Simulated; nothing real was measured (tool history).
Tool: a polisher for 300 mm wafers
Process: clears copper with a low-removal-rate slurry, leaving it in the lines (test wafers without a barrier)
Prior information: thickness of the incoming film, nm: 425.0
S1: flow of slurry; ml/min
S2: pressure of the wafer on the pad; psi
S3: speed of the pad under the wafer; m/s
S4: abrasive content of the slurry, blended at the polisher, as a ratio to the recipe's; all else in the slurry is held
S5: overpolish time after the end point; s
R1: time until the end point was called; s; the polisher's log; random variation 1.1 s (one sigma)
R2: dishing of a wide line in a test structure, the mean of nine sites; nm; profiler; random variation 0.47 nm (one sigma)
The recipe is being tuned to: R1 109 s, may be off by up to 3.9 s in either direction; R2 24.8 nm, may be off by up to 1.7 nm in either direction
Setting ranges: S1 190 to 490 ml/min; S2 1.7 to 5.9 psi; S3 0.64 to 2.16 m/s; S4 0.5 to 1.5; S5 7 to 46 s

run,day,S1,S2,S3,S4,S5,R1,R2
1,0,315,3.8,1.4,1,24,69.36,85.021
2,0.1,275,3.8,1.4,1,24,71.146,79.161
3,0.171,250,3.2,1.46,1,19,80.25,62.616
4,0.367,230,2.7,1.48,1.05,15,93.801,42.541
5,0.738,230,2.7,1.48,0.85,15,98.616,42.946
6,1.046,230,2.7,1.48,0.65,15,107.78,38.97
7,1.338,240,2.1,1.74,0.5,7,127.48,17.023
8,1.421,240,2.7,1.62,0.6,9,99.253,26.46
9,1.775,250,2.6,1.62,0.6,9,104.01,25.788

4 candidate next runs follow, results not yet known. Just one meets every target within its allowed miss. Identify it.
A,2.129,250,2.7,1.62,0.6,9,?,?
B,2.129,240,2.1,1.9,0.75,9,?,?
C,2.129,255,2.4,1.78,0.6,8,?,?
D,2.129,205,2.3,1.82,0.55,9,?,?

move,R1,R2
A,99.213,26.111
B,101.08,25.4
C,101.09,22.95
D,108.59,23.899
A: misses by more than the last run did
B: misses by more than the last run did
C: misses by more than the last run did
D: all results in spec
The right move is D.

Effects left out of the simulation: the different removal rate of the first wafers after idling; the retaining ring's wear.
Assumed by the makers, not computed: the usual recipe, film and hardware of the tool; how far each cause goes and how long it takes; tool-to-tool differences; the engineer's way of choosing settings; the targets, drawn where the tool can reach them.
